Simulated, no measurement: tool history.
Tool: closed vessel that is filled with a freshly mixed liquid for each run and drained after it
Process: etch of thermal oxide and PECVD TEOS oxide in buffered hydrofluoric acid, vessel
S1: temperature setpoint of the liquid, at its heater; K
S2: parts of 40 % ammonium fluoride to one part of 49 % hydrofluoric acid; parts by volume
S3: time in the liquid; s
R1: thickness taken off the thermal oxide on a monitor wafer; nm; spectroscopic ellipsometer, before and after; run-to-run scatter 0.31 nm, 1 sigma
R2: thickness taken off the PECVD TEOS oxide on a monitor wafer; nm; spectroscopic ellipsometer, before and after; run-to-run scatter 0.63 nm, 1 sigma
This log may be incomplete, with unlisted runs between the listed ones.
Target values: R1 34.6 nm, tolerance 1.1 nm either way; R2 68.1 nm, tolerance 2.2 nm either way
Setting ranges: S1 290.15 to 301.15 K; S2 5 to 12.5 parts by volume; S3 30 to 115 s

run  hour      S1    S2  S3      R1      R2
  1     0  293.15   7.5  60   75.84  151.02
  2     3  293.15   7.5  75  94.734  185.83
  3   9.8  293.15   7.5  65  82.922  161.76
  4  14.1  293.15   7.5  45  56.459   112.5
  5  21.4  295.65   7.5  45  65.714  128.76
  6  26.5  298.65   7.5  45  77.776  151.75
  7  31.5  294.65    10  45  47.632  95.297
  8    36  290.65  11.5  45  33.258      65

Consider the 4 candidate settings below. Which is the only one whose results all fall within their allowed miss of target?
  A  40.5  298.65  10.5  30   ?   ?
  B  40.5  290.15    12  50   ?   ?
  C  40.5  292.15    11  45   ?   ?
  D  40.5  290.65  11.5  50   ?   ?

move      R1      R2
   A  38.138  73.691
   B  34.796  67.233
   C  38.195  73.801
   D  37.325  72.119
A: takes the biggest miss from the last run beyond its target
B: every result lands within tolerance
C: takes the biggest miss from the last run beyond its target
D: takes the biggest miss from the last run beyond its target
The move that meets every target is B.
